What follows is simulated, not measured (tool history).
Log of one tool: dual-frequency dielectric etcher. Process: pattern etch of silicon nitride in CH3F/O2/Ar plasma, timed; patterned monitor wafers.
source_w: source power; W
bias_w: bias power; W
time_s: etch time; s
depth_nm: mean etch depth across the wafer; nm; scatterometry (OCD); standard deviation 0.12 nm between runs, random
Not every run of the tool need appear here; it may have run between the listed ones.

run,hour,source_w,bias_w,time_s,depth_nm
1,0.0,330,56,40.5,26.012
2,5.6,330,64,40.5,27.935
3,6.4,370,64,40.5,29.034
4,8.3,340,60,40.5,27.353
5,16.1,320,57,40.5,26.221
6,19.1,370,57,40.5,27.992
7,23.0,310,46,40.5,23.703
8,23.7,300,45,40.5,23.130
9,28.1,300,45,40.5,23.064
10,33.1,290,45,40.5,22.708

Predict the results of run 11:
11,34.5,290,45,40.5,?

depth_nm: 22.618 nm
